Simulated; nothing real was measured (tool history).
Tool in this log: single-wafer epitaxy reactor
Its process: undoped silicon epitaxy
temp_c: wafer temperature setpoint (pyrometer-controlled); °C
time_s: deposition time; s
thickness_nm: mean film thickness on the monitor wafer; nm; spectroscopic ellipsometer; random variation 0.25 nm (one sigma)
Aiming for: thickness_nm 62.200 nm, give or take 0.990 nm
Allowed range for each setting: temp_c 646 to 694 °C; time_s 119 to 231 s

run	hour	temp_c	time_s	thickness_nm
1	0.0	670	175	48.345
2	4.5	672	175	50.215
3	5.2	674	175	52.261
4	10.2	675	175	53.264
5	12.5	676	175	54.502
6	21.5	677	175	55.209
7	24.9	678	175	56.369
8	28.3	679	175	57.685
9	36.1	680	175	59.094
10	40.3	681	175	59.299

Which one of the following 4 next-run settings gets every result inside its allowed miss? There is exactly one.
A	44.5	680	185	?
B	44.5	679	175	?
C	44.5	680	179	?
D	44.5	676	178	?

move	thickness_nm
A	61.988
B	57.533
C	59.977
D	55.264
A: all results land within tolerance of their targets
B: the biggest miss grows against the last run
C: better than the last run, though not everything is in spec
D: the biggest miss grows against the last run
Correct choice: A, which meets every target

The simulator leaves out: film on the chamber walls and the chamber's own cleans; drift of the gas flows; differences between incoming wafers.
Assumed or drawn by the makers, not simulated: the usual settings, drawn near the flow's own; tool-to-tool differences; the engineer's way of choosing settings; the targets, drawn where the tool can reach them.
